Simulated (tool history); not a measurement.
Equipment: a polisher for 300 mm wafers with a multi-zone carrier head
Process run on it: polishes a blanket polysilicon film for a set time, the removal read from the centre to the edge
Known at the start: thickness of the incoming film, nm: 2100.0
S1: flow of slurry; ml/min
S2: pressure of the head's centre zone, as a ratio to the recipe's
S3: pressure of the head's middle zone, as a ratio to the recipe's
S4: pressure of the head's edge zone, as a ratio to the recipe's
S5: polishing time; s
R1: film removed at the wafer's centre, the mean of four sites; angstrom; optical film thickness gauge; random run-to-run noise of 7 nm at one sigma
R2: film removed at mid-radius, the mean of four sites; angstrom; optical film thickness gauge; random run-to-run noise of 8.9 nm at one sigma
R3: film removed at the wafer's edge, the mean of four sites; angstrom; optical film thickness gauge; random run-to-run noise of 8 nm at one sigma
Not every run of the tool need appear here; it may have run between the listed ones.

| run | hour | S1 | S2 | S3 | S4 | S5 | R1 | R2 | R3 |
|---|---|---|---|---|---|---|---|---|---|
| 1 | 0 | 295 | 1 | 1 | 1 | 66 | 6691.4 | 6887.4 | 6750.4 |
| 2 | 3.1 | 295 | 1 | 1 | 1.02 | 67 | 6811.9 | 6901.3 | 6866.8 |
| 3 | 10 | 295 | 1 | 1 | 1.02 | 75 | 7636.4 | 7735.7 | 7713.2 |
| 4 | 16 | 295 | 1 | 1.05 | 1.02 | 75 | 7678.4 | 8105.1 | 7737.2 |
| 5 | 17.8 | 295 | 1 | 1.04 | 1.03 | 75 | 7794.3 | 7967.8 | 7877.3 |
| 6 | 24.7 | 230 | 1 | 1.04 | 1.03 | 75 | 7375.7 | 7727.9 | 7559.6 |

What does the tool deliver on the next run?
| 7 | 27.1 | 235 | 1 | 1.03 | 1.04 | 75 | ? | ? | ? |

Run 7 gave R1 7409.8 angstrom, R2 7712.4 angstrom, R3 7761.5 angstrom.
